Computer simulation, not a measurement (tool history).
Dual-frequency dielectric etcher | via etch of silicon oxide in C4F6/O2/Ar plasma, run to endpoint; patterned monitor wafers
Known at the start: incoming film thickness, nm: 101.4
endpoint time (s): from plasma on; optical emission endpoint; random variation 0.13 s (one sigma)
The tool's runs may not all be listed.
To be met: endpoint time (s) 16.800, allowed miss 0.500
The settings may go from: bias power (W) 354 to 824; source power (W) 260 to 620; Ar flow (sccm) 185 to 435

run 1 hour=0.0 | bias_power_(W)=589 source_power_(W)=440 Ar_flow_(sccm)=310 | endpoint_time_(s)=19.534
run 2 hour=1.8 | bias_power_(W)=589 source_power_(W)=490 Ar_flow_(sccm)=310 | endpoint_time_(s)=19.361
run 3 hour=2.9 | bias_power_(W)=637 source_power_(W)=490 Ar_flow_(sccm)=310 | endpoint_time_(s)=18.159
run 4 hour=10.1 | bias_power_(W)=637 source_power_(W)=490 Ar_flow_(sccm)=343 | endpoint_time_(s)=18.630
run 5 hour=11.5 | bias_power_(W)=648 source_power_(W)=490 Ar_flow_(sccm)=342 | endpoint_time_(s)=18.505
run 6 hour=14.4 | bias_power_(W)=659 source_power_(W)=490 Ar_flow_(sccm)=341 | endpoint_time_(s)=18.270
run 7 hour=18.0 | bias_power_(W)=668 source_power_(W)=490 Ar_flow_(sccm)=340 | endpoint_time_(s)=18.268
run 8 hour=19.8 | bias_power_(W)=678 source_power_(W)=490 Ar_flow_(sccm)=339 | endpoint_time_(s)=18.082
run 9 hour=26.1 | bias_power_(W)=687 source_power_(W)=490 Ar_flow_(sccm)=338 | endpoint_time_(s)=17.950
run 10 hour=32.2 | bias_power_(W)=695 source_power_(W)=490 Ar_flow_(sccm)=337 | endpoint_time_(s)=17.885

Which of these 5 next moves meets every target?
run A hour=38.3 | bias_power_(W)=620 source_power_(W)=420 Ar_flow_(sccm)=368 | endpoint_time_(s)=?
run B hour=38.3 | bias_power_(W)=705 source_power_(W)=570 Ar_flow_(sccm)=324 | endpoint_time_(s)=?
run C hour=38.3 | bias_power_(W)=737 source_power_(W)=360 Ar_flow_(sccm)=367 | endpoint_time_(s)=?
run D hour=38.3 | bias_power_(W)=684 source_power_(W)=440 Ar_flow_(sccm)=346 | endpoint_time_(s)=?
run E hour=38.3 | bias_power_(W)=636 source_power_(W)=430 Ar_flow_(sccm)=388 | endpoint_time_(s)=?

move=A endpoint_time_(s)=20.007
move=B endpoint_time_(s)=16.570
move=C endpoint_time_(s)=19.094
move=D endpoint_time_(s)=18.501
move=E endpoint_time_(s)=19.741
A: further off than the last run
B: meets every target
C: further off than the last run
D: further off than the last run
E: further off than the last run
The right move is B.
